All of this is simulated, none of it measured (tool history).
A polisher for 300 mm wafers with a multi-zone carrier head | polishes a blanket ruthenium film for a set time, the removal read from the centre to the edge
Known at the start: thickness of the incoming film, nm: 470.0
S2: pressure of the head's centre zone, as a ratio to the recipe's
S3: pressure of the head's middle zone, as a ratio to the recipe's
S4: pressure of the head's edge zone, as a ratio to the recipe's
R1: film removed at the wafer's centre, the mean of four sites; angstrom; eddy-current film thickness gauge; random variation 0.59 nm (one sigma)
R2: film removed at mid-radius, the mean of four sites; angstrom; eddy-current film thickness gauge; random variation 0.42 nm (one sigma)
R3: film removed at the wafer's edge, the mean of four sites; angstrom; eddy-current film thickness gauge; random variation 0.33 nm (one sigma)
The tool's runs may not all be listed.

run 1 hour=0.0 | flow_of_slurry_(ml/min)=250 S2=1.00 S3=1.00 S4=1.00 polishing_time_(s)=61 | R1=707.97 R2=712.26 R3=710.59
run 2 hour=6.0 | flow_of_slurry_(ml/min)=305 S2=1.00 S3=1.00 S4=1.00 polishing_time_(s)=61 | R1=721.05 R2=724.52 R3=729.47
run 3 hour=8.6 | flow_of_slurry_(ml/min)=295 S2=1.00 S3=1.00 S4=0.97 polishing_time_(s)=59 | R1=696.95 R2=697.05 R3=693.81
run 4 hour=15.0 | flow_of_slurry_(ml/min)=295 S2=1.00 S3=1.00 S4=0.97 polishing_time_(s)=70 | R1=827.43 R2=828.91 R3=825.25
run 5 hour=22.7 | flow_of_slurry_(ml/min)=285 S2=1.00 S3=1.00 S4=0.95 polishing_time_(s)=67 | R1=796.32 R2=792.63 R3=782.02
run 6 hour=25.2 | flow_of_slurry_(ml/min)=285 S2=1.00 S3=0.93 S4=0.95 polishing_time_(s)=67 | R1=785.68 R2=753.53 R3=771.55
run 7 hour=29.8 | flow_of_slurry_(ml/min)=275 S2=1.00 S3=0.93 S4=0.93 polishing_time_(s)=64 | R1=759.67 R2=723.18 R3=728.36

Run 8 comes next. What will it give?
run 8 hour=30.7 | flow_of_slurry_(ml/min)=265 S2=1.00 S3=0.93 S4=0.91 polishing_time_(s)=62 | R1=? R2=? R3=?

{"run 8": {"R1": 736.14, "R2": 692.86, "R3": 704.49}}

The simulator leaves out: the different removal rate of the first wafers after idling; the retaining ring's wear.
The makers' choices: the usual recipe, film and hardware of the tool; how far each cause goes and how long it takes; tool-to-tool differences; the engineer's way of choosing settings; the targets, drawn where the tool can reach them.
